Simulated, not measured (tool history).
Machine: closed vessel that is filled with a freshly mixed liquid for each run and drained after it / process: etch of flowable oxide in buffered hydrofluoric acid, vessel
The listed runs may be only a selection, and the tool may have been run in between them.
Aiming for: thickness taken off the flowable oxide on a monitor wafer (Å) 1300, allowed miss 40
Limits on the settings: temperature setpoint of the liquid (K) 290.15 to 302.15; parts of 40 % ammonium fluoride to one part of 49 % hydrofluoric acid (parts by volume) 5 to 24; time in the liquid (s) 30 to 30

run  hour  temperature setpoint of the liquid (K)  parts of 40 % ammonium fluoride to one part of 49 % hydrofluoric acid (parts by volume)  time in the liquid (s)  thickness taken off the flowable oxide on a monitor wafer (Å)
  1     0                                  294.15                                                                                     14.5                      30                                                         534.94
  2   8.4                                  296.65                                                                                     14.5                      30                                                         616.85
  3  17.1                                  297.15                                                                                       14                      30                                                         647.71
  4  23.5                                  297.65                                                                                     13.5                      30                                                         711.61
  5  28.8                                  298.15                                                                                       13                      30                                                         745.76
  6  33.2                                  300.15                                                                                       13                      30                                                         825.88
  7  36.6                                  300.15                                                                                     12.5                      30                                                         849.94
  8  42.1                                  300.15                                                                                       12                      30                                                         892.18
  9  50.2                                  300.15                                                                                     11.5                      30                                                         936.03
 10  50.9                                  300.15                                                                                       11                      30                                                         956.59
 11  57.1                                  300.15                                                                                     10.5                      30                                                           1025
 12  65.1                                  302.15                                                                                      8.5                      30                                                         1350.1

Which one of the following 5 next-run settings gets every result inside its allowed miss? There is exactly one.
  A  73.1                                  302.15                                                                                       10                      30                                                              ?
  B  73.1                                  301.65                                                                                        8                      30                                                              ?
  C  73.1                                  302.15                                                                                        8                      30                                                              ?
  D  73.1                                  300.15                                                                                      7.5                      30                                                              ?
  E  73.1                                  300.15                                                                                        8                      30                                                              ?

move  thickness taken off the flowable oxide on a monitor wafer (Å)
   A                                                         1194.3
   B                                                         1411.9
   C                                                         1449.7
   D                                                         1397.9
   E                                                         1303.7
A: carries the result that was furthest off beyond its target, to the other side
B: its largest miss is bigger than the last run's
C: its largest miss is bigger than the last run's
D: its largest miss is bigger than the last run's
E: hits every target within its allowed miss
The move that meets every target is E.
